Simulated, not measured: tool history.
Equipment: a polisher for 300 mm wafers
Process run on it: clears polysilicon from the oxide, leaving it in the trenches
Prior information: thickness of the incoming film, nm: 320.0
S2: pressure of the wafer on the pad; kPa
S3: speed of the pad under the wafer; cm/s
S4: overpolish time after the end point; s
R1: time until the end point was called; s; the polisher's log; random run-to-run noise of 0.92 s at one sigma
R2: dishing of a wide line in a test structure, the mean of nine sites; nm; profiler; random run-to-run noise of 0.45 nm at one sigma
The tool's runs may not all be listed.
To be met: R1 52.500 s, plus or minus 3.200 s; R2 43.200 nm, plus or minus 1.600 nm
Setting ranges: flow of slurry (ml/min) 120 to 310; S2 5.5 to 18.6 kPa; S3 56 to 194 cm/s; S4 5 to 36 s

{"run": 1, "hour": 0.0, "flow of slurry (ml/min)": 200, "S2": 11.7, "S3": 124, "S4": 18, "R1": 23.945, "R2": 61.03}
{"run": 2, "hour": 1.8, "flow of slurry (ml/min)": 200, "S2": 11.7, "S3": 124, "S4": 11, "R1": 24.566, "R2": 54.89}
{"run": 3, "hour": 2.3, "flow of slurry (ml/min)": 200, "S2": 10.3, "S3": 116, "S4": 10, "R1": 29.768, "R2": 50.001}
{"run": 4, "hour": 3.5, "flow of slurry (ml/min)": 200, "S2": 9.0, "S3": 112, "S4": 11, "R1": 35.593, "R2": 47.534}
{"run": 5, "hour": 12.0, "flow of slurry (ml/min)": 200, "S2": 9.0, "S3": 112, "S4": 14, "R1": 36.006, "R2": 54.032}
{"run": 6, "hour": 14.9, "flow of slurry (ml/min)": 200, "S2": 11.0, "S3": 112, "S4": 14, "R1": 27.772, "R2": 55.213}
{"run": 7, "hour": 17.2, "flow of slurry (ml/min)": 200, "S2": 11.0, "S3": 112, "S4": 14, "R1": 28.294, "R2": 55.801}
{"run": 8, "hour": 24.0, "flow of slurry (ml/min)": 200, "S2": 9.7, "S3": 110, "S4": 13, "R1": 32.931, "R2": 52.145}
{"run": 9, "hour": 32.3, "flow of slurry (ml/min)": 200, "S2": 9.0, "S3": 108, "S4": 12, "R1": 37.333, "R2": 50.121}
{"run": 10, "hour": 34.3, "flow of slurry (ml/min)": 200, "S2": 8.3, "S3": 108, "S4": 11, "R1": 39.4, "R2": 46.654}
{"run": 11, "hour": 36.9, "flow of slurry (ml/min)": 200, "S2": 8.3, "S3": 108, "S4": 11, "R1": 40.298, "R2": 46.593}
{"run": 12, "hour": 39.2, "flow of slurry (ml/min)": 200, "S2": 7.6, "S3": 108, "S4": 11, "R1": 43.304, "R2": 44.7}
{"run": 13, "hour": 46.9, "flow of slurry (ml/min)": 200, "S2": 7.6, "S3": 106, "S4": 11, "R1": 43.252, "R2": 43.791}
{"run": 14, "hour": 47.7, "flow of slurry (ml/min)": 200, "S2": 7.6, "S3": 104, "S4": 12, "R1": 43.424, "R2": 46.456}
{"run": 15, "hour": 53.4, "flow of slurry (ml/min)": 200, "S2": 6.9, "S3": 104, "S4": 12, "R1": 47.179, "R2": 43.725}

Consider the 4 candidate settings below. Which is the only one whose results all fall within their allowed miss of target?
{"run": "A", "hour": 59.1, "flow of slurry (ml/min)": 185, "S2": 6.9, "S3": 90, "S4": 16, "R1": "?", "R2": "?"}
{"run": "B", "hour": 59.1, "flow of slurry (ml/min)": 195, "S2": 7.6, "S3": 100, "S4": 12, "R1": "?", "R2": "?"}
{"run": "C", "hour": 59.1, "flow of slurry (ml/min)": 235, "S2": 6.2, "S3": 102, "S4": 13, "R1": "?", "R2": "?"}
{"run": "D", "hour": 59.1, "flow of slurry (ml/min)": 165, "S2": 7.6, "S3": 102, "S4": 12, "R1": "?", "R2": "?"}

move=A R1=58.048 R2=46.173
move=B R1=47.521 R2=44.239
move=C R1=55.017 R2=42.745
move=D R1=47.919 R2=44.053
A: carries the result that was furthest off beyond its target, to the other side
B: closes in on the targets versus the last run, not all within tolerance yet
C: hits every target within its allowed miss
D: closes in on the targets versus the last run, not all within tolerance yet
C meets every target.
